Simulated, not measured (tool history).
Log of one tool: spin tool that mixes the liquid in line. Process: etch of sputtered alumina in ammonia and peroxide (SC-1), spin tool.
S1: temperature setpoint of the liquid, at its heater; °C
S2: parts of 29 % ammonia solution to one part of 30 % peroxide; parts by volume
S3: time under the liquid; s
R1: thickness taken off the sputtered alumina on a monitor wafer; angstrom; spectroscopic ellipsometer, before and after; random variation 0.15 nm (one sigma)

{"run": 1, "hour": 0.0, "S1": 48, "S2": 0.45, "S3": 180, "R1": 91.639}
{"run": 2, "hour": 7.7, "S1": 48, "S2": 0.4, "S3": 180, "R1": 91.927}
{"run": 3, "hour": 14.4, "S1": 50.5, "S2": 0.4, "S3": 180, "R1": 105.83}
{"run": 4, "hour": 20.7, "S1": 50.5, "S2": 0.4, "S3": 180, "R1": 105.59}
{"run": 5, "hour": 24.2, "S1": 55, "S2": 0.4, "S3": 180, "R1": 133.1}
{"run": 6, "hour": 31.9, "S1": 56, "S2": 0.4, "S3": 180, "R1": 141.16}
{"run": 7, "hour": 34.9, "S1": 56.5, "S2": 0.4, "S3": 180, "R1": 144.89}

Forecast run 8:
{"run": 8, "hour": 37.5, "S1": 57, "S2": 0.4, "S3": 180, "R1": "?"}

{"run 8": {"R1": 147.28}}

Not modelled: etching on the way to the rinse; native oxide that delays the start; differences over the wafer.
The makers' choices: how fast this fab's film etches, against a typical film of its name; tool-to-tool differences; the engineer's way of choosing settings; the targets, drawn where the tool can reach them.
